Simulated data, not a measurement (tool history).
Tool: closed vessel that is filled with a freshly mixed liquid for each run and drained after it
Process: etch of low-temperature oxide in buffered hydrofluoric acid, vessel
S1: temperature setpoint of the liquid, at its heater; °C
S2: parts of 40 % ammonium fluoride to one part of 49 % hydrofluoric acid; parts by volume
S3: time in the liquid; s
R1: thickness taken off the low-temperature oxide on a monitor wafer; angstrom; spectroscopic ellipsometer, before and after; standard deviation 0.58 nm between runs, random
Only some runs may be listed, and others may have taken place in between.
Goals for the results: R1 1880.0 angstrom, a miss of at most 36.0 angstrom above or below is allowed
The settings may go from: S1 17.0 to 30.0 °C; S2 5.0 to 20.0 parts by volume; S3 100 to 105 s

Run 1, hour 0.0: S1 22.0 °C, S2 12.0 parts by volume, S3 100 s. Result: R1 2542.8 angstrom.
Run 2, hour 2.1: S1 22.0 °C, S2 9.5 parts by volume, S3 100 s. Result: R1 3120.3 angstrom.
Run 3, hour 8.5: S1 19.5 °C, S2 9.5 parts by volume, S3 100 s. Result: R1 2724.9 angstrom.
Run 4, hour 10.5: S1 22.0 °C, S2 9.5 parts by volume, S3 100 s. Result: R1 3118.2 angstrom.
At hour 14.9: thermometer replaced.
Run 5, hour 14.9: S1 21.0 °C, S2 10.0 parts by volume, S3 100 s. Result: R1 2616.5 angstrom.
Run 6, hour 19.6: S1 23.0 °C, S2 10.0 parts by volume, S3 100 s. Result: R1 2937.5 angstrom.
Run 7, hour 24.2: S1 19.0 °C, S2 11.5 parts by volume, S3 100 s. Result: R1 2049.3 angstrom.
Run 8, hour 29.4: S1 18.5 °C, S2 11.5 parts by volume, S3 100 s. Result: R1 1991.0 angstrom.

Consider the 4 candidate settings below. Which is the only one whose results all fall within their allowed miss of target?
Run A, hour 34.6: S1 19.5 °C, S2 11.5 parts by volume, S3 105 s. Result: R1 ?.
Run B, hour 34.6: S1 17.5 °C, S2 10.5 parts by volume, S3 105 s. Result: R1 ?.
Run C, hour 34.6: S1 18.0 °C, S2 12.5 parts by volume, S3 105 s. Result: R1 ?.
Run D, hour 34.6: S1 18.0 °C, S2 10.5 parts by volume, S3 105 s. Result: R1 ?.

move      R1
   A  2212.4
   B  2159.2
   C  1873.4
   D  2221.4
A: misses by more than the last run did
B: misses by more than the last run did
C: each result inside its tolerance
D: misses by more than the last run did
C meets every target.
